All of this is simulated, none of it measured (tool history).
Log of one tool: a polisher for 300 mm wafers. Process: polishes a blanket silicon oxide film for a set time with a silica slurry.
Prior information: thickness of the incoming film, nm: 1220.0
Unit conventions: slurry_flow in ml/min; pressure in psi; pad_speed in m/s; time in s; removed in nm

| run | hour | slurry_flow | pressure | pad_speed | slurry_solids | time | removed |
|---|---|---|---|---|---|---|---|
| 1 | 0 | 310 | 4.7 | 1.42 | 1 | 92 | 230.62 |
| 2 | 7 | 310 | 4.7 | 1.42 | 1 | 92 | 235.06 |
| 3 | 15.8 | 310 | 4.7 | 1.42 | 1 | 96 | 231.72 |
| 4 | 24.1 | 385 | 4.7 | 1.42 | 1 | 96 | 236.76 |
| 5 | 27.8 | 385 | 4.7 | 1.42 | 1 | 92 | 232.12 |
| 6 | 35.4 | 315 | 4.7 | 1.42 | 1 | 92 | 226.3 |
| 7 | 39.5 | 315 | 4.6 | 1.42 | 1 | 92 | 217.9 |

Forecast run 8:
| 8 | 41.9 | 315 | 4.5 | 1.42 | 1 | 92 | ? |

removed: 217.63 nm
